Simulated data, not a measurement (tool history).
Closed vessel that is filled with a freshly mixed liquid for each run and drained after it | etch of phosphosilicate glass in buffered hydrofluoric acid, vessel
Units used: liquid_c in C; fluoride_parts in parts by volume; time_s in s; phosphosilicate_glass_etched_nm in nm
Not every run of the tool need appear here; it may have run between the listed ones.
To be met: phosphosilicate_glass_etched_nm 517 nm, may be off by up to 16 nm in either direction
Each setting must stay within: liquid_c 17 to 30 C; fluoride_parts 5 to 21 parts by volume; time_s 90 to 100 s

| run | day | liquid_c | fluoride_parts | time_s | phosphosilicate_glass_etched_nm |
|---|---|---|---|---|---|
| 1 | 0 | 22 | 13 | 90 | 356.96 |
| 2 | 0.283 | 24 | 13 | 90 | 404.12 |
| 3 | 0.312 | 25 | 13 | 90 | 424.08 |
| 4 | 0.471 | 26 | 13 | 90 | 443.44 |
| 5 | 0.7 | 26 | 13 | 100 | 495.94 |
| 6 | 0.767 | 24.5 | 13 | 100 | 461.58 |
| 7 | 1.046 | 25 | 13 | 100 | 470.2 |
| 8 | 1.188 | 25.5 | 13 | 100 | 483.75 |
| 9 | 1.367 | 26 | 13 | 100 | 492.52 |

4 candidate next runs follow, results not yet known. Just one meets every target within its allowed miss. Identify it.
| A | 1.546 | 24 | 12.5 | 100 | ? |
| B | 1.546 | 26 | 12 | 90 | ? |
| C | 1.546 | 27 | 12.5 | 95 | ? |
| D | 1.546 | 25 | 12.5 | 95 | ? |

| move | phosphosilicate_glass_etched_nm |
|---|---|
| A | 463.19 |
| B | 483.52 |
| C | 517.48 |
| D | 464.62 |
A: further off than the last run
B: further off than the last run
C: all results land within tolerance of their targets
D: further off than the last run
Correct choice: C, which meets every target
